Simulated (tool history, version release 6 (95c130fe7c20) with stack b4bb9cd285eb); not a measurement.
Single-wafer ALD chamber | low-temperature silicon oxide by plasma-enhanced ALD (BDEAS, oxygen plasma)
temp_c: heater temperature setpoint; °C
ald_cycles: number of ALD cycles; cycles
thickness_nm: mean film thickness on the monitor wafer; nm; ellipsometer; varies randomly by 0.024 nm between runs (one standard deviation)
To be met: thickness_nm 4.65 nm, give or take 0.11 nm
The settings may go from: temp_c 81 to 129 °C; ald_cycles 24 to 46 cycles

run  hour  temp_c  ald_cycles  thickness_nm
  1     0     105          35        5.4637
  2   8.9     105          39        6.0574
  3  17.9     106          37        5.7127
  4  22.6     108          35        5.3493
  5  26.1     108          32        4.9354
  6  30.9     108          37        5.6986
  7  37.8     109          35        5.3617
  8  40.7     109          35        5.4135
  9  43.6     109          34        5.2314
 10  50.1     110          33        5.0294
       59  -- thermocouple changed; heater temperature recalibrated
 11    59     112          33        5.0267

Exactly one of the 4 candidate moves below puts every result within its allowed miss. Which one?
  A  67.9     110          32             ?
  B  67.9     121          31             ?
  C  67.9     100          31             ?
  D  67.9     116          32             ?

move  thickness_nm
   A        4.9312
   B        4.6912
   C        4.8553
   D        4.8829
A: an improvement on the last run, though not all results are within tolerance
B: each result inside its tolerance
C: an improvement on the last run, though not all results are within tolerance
D: an improvement on the last run, though not all results are within tolerance
B is the move that brings every result within its allowed miss.
